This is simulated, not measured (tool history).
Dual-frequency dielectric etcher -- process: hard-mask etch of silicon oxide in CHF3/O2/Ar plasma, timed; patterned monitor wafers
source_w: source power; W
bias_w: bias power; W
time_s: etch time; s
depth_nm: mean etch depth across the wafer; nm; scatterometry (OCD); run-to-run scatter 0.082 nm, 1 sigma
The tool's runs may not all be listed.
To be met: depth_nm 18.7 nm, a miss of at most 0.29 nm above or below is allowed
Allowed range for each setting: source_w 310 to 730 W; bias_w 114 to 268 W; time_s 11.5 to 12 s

run 1 hour=0 | source_w=520 bias_w=191 time_s=12 | depth_nm=22.085
run 2 hour=1.6 | source_w=480 bias_w=188 time_s=12 | depth_nm=21.119
run 3 hour=6.3 | source_w=450 bias_w=187 time_s=12 | depth_nm=20.425
run 4 hour=8.7 | source_w=450 bias_w=187 time_s=12 | depth_nm=20.461
run 5 hour=12.6 | source_w=480 bias_w=187 time_s=12 | depth_nm=21.19
-- hour=17.1 bias power generator calibrated
run 6 hour=17.1 | source_w=480 bias_w=207 time_s=12 | depth_nm=21.516
run 7 hour=25.9 | source_w=450 bias_w=205 time_s=12 | depth_nm=20.939
run 8 hour=29.1 | source_w=350 bias_w=194 time_s=12 | depth_nm=18.256

4 candidate next runs follow, results not yet known. Just one meets every target within its allowed miss. Identify it.
run A hour=32.3 | source_w=370 bias_w=204 time_s=11.5 | depth_nm=?
run B hour=32.3 | source_w=340 bias_w=215 time_s=11.5 | depth_nm=?
run C hour=32.3 | source_w=310 bias_w=226 time_s=12 | depth_nm=?
run D hour=32.3 | source_w=400 bias_w=195 time_s=11.5 | depth_nm=?

move=A depth_nm=18.325
move=B depth_nm=17.844
move=C depth_nm=18.033
move=D depth_nm=18.789
A: nearer the targets than the last run, but a result is still out of spec
B: further off than the last run
C: further off than the last run
D: hits every target within its allowed miss
The right move is D.
